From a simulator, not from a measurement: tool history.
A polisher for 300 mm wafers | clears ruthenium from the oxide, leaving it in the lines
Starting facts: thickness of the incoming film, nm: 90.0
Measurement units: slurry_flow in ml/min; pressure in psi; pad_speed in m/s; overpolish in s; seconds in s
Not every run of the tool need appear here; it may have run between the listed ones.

run 1 hour=0 | slurry_flow=245 pressure=2.1 pad_speed=0.82 overpolish=16 | seconds=102.31
run 2 hour=5.5 | slurry_flow=245 pressure=1.7 pad_speed=0.82 overpolish=16 | seconds=119.42
run 3 hour=8 | slurry_flow=305 pressure=1.7 pad_speed=0.82 overpolish=16 | seconds=116.46
run 4 hour=9.1 | slurry_flow=280 pressure=1.7 pad_speed=0.82 overpolish=16 | seconds=113.87
run 5 hour=10.3 | slurry_flow=280 pressure=2.1 pad_speed=0.82 overpolish=16 | seconds=98.351
run 6 hour=11.7 | slurry_flow=280 pressure=2.2 pad_speed=0.82 overpolish=16 | seconds=99.63
run 7 hour=18.3 | slurry_flow=280 pressure=2.2 pad_speed=0.82 overpolish=16 | seconds=96.981
run 8 hour=19.7 | slurry_flow=280 pressure=2.3 pad_speed=0.82 overpolish=16 | seconds=93.384

Predict the results of run 9:
run 9 hour=26.7 | slurry_flow=280 pressure=2.4 pad_speed=0.82 overpolish=16 | seconds=?

Run 9 came out at seconds 91.784 s.
